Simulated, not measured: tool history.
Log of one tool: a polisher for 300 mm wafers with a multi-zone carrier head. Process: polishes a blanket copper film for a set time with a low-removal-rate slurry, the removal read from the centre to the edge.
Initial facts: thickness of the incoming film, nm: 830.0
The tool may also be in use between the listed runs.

| run | hour | flow of slurry (ml/min) | pressure of the head's centre zone | pressure of the head's middle zone | pressure of the head's edge zone | abrasive content of the slurry | polishing time (s) | film removed at the wafer's centre (Å) | film removed at mid-radius (Å) | film removed at the wafer's edge (Å) |
|---|---|---|---|---|---|---|---|---|---|---|
| 1 | 0 | 295 | 1 | 1 | 1 | 1 | 39 | 1371.9 | 1433 | 1395.1 |
| 2 | 8.8 | 290 | 0.98 | 0.99 | 1.01 | 1 | 39 | 1343.9 | 1400.3 | 1399 |
| 3 | 16.9 | 290 | 0.98 | 0.93 | 1.01 | 1 | 39 | 1352.8 | 1336.9 | 1381.4 |
| 4 | 22.1 | 290 | 0.98 | 0.86 | 1.01 | 1 | 39 | 1344.7 | 1319.2 | 1395.8 |
| 5 | 27 | 290 | 0.98 | 0.86 | 1.01 | 1 | 30 | 1031.6 | 992.11 | 1085.4 |
| 6 | 27.9 | 290 | 0.98 | 0.81 | 1.01 | 1 | 30 | 1038.5 | 961.61 | 1060.4 |

Run 7 is up next; what results do you expect?
| 7 | 35.5 | 290 | 0.97 | 0.85 | 1.03 | 1.1 | 30 | ? | ? | ? |

Run 7 measured film removed at the wafer's centre (Å) 1047.9, film removed at mid-radius (Å) 1012.3, film removed at the wafer's edge (Å) 1120.4.

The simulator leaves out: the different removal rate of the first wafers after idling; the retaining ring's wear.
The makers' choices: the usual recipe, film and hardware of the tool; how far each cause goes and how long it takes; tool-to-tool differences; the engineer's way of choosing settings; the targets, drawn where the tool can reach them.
